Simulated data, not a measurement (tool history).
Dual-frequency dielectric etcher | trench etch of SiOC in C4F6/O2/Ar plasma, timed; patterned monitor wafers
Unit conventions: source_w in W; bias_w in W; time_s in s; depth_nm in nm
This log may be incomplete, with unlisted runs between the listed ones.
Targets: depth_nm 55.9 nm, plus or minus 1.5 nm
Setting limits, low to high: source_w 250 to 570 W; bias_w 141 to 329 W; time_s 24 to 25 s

| run | hour | source_w | bias_w | time_s | depth_nm |
|---|---|---|---|---|---|
| 1 | 0 | 410 | 235 | 24 | 62.849 |
| 2 | 7.3 | 390 | 230 | 24 | 60.758 |
| 3 | 9.3 | 440 | 230 | 24 | 63.635 |
| 4 | 17.5 | 410 | 224 | 24 | 61.262 |
| 5 | 18.7 | 390 | 220 | 24 | 60.168 |
| 6 | 25.4 | 390 | 240 | 24 | 61.685 |
| 7 | 29.3 | 370 | 236 | 24 | 60.453 |
| 8 | 34.8 | 350 | 232 | 24 | 58.761 |
| 9 | 38.9 | 340 | 230 | 24 | 57.931 |

Below are 4 possible settings for the next run. Only one of them brings all results inside the allowed miss of their targets. Which is it?
| A | 43 | 290 | 242 | 24 | ? |
| B | 43 | 350 | 241 | 25 | ? |
| C | 43 | 350 | 227 | 24.5 | ? |
| D | 43 | 340 | 231 | 24.5 | ? |

| move | depth_nm |
|---|---|
| A | 55.325 |
| B | 61.994 |
| C | 59.394 |
| D | 59.103 |
A: every result within its allowed miss
B: further off than the last run
C: further off than the last run
D: further off than the last run
Move A is the one to make.

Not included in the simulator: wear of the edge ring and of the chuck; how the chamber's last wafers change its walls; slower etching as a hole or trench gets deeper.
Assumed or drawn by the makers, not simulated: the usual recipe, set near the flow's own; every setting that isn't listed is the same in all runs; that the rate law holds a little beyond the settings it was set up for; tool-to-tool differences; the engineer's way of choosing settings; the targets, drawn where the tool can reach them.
